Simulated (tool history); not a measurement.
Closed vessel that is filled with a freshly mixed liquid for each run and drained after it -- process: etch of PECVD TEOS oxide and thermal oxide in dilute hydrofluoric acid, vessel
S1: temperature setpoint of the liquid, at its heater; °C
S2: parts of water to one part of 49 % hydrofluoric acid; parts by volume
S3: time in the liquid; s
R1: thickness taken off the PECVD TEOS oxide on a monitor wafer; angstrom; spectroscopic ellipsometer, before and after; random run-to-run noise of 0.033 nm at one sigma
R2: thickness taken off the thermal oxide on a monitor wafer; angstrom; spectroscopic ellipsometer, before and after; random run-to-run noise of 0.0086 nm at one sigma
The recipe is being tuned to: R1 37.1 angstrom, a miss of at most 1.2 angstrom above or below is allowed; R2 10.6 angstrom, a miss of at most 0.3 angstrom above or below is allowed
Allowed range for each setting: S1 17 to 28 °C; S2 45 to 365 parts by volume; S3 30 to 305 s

Run 1, hour 0: S1 20 °C, S2 205 parts by volume, S3 155 s. Result: R1 96.649 angstrom, R2 27.248 angstrom.
Run 2, hour 3.4: S1 22.5 °C, S2 205 parts by volume, S3 155 s. Result: R1 106.85 angstrom, R2 30.311 angstrom.
Run 3, hour 8.9: S1 21 °C, S2 205 parts by volume, S3 155 s. Result: R1 100.98 angstrom, R2 28.941 angstrom.
Run 4, hour 10.8: S1 20.5 °C, S2 230 parts by volume, S3 155 s. Result: R1 86.142 angstrom, R2 24.948 angstrom.
Run 5, hour 18.6: S1 22 °C, S2 230 parts by volume, S3 155 s. Result: R1 91.784 angstrom, R2 26.334 angstrom.
Run 6, hour 25.8: S1 22 °C, S2 300 parts by volume, S3 155 s. Result: R1 64.612 angstrom, R2 18.298 angstrom.
Run 7, hour 31.5: S1 18 °C, S2 365 parts by volume, S3 150 s. Result: R1 43.013 angstrom, R2 12.125 angstrom.
Run 8, hour 32.5: S1 18 °C, S2 365 parts by volume, S3 145 s. Result: R1 41.169 angstrom, R2 11.515 angstrom.
Run 9, hour 38.8: S1 17.5 °C, S2 365 parts by volume, S3 140 s. Result: R1 38.664 angstrom, R2 11.126 angstrom.

Consider the 4 candidate settings below. Which is the only one whose results all fall within their allowed miss of target?
Run A, hour 45.1: S1 17 °C, S2 335 parts by volume, S3 130 s. Result: R1 ?, R2 ?.
Run B, hour 45.1: S1 18 °C, S2 230 parts by volume, S3 85 s. Result: R1 ?, R2 ?.
Run C, hour 45.1: S1 17.5 °C, S2 270 parts by volume, S3 105 s. Result: R1 ?, R2 ?.
Run D, hour 45.1: S1 19.5 °C, S2 270 parts by volume, S3 85 s. Result: R1 ?, R2 ?.

move      R1      R2
   A  40.203  11.092
   B   43.52  12.007
   C  43.356  11.962
   D  37.853  10.443
A: moves away from the targets compared with the last run
B: moves away from the targets compared with the last run
C: moves away from the targets compared with the last run
D: every result within its allowed miss
So the answer is move D, the one that meets all the targets.
